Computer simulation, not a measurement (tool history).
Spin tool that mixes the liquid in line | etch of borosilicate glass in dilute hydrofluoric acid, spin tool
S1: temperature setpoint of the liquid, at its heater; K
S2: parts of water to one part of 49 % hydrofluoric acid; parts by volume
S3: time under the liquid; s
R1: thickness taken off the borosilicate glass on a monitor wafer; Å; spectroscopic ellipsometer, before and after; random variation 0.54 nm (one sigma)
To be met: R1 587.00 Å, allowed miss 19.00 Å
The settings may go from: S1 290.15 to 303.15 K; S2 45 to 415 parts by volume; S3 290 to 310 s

run 1 day=0.000 | S1=295.15 S2=230 S3=290 | R1=471.09
run 2 day=0.050 | S1=296.65 S2=230 S3=290 | R1=493.95
run 3 day=0.254 | S1=293.15 S2=230 S3=290 | R1=431.64
run 4 day=0.279 | S1=293.15 S2=275 S3=290 | R1=347.99
run 5 day=0.308 | S1=293.15 S2=275 S3=310 | R1=361.87
run 6 day=0.350 | S1=296.15 S2=270 S3=310 | R1=423.17
run 7 day=0.554 | S1=298.15 S2=265 S3=310 | R1=463.51
run 8 day=0.912 | S1=299.65 S2=260 S3=310 | R1=492.40
run 9 day=1.288 | S1=300.65 S2=255 S3=310 | R1=535.91
run 10 day=1.421 | S1=301.15 S2=255 S3=310 | R1=542.97
run 11 day=1.458 | S1=301.65 S2=255 S3=310 | R1=555.21
run 12 day=1.742 | S1=302.15 S2=255 S3=310 | R1=553.45

5 next moves are on the table. One of them brings every result within its allowed miss. Which?
run A day=2.025 | S1=302.65 S2=235 S3=290 | R1=?
run B day=2.025 | S1=300.65 S2=260 S3=310 | R1=?
run C day=2.025 | S1=301.15 S2=250 S3=290 | R1=?
run D day=2.025 | S1=301.65 S2=255 S3=290 | R1=?
run E day=2.025 | S1=302.65 S2=260 S3=290 | R1=?

move=A R1=595.52
move=B R1=522.64
move=C R1=522.95
move=D R1=518.58
move=E R1=523.01
A: meets every target
B: further off than the last run
C: further off than the last run
D: further off than the last run
E: further off than the last run
Answer: A
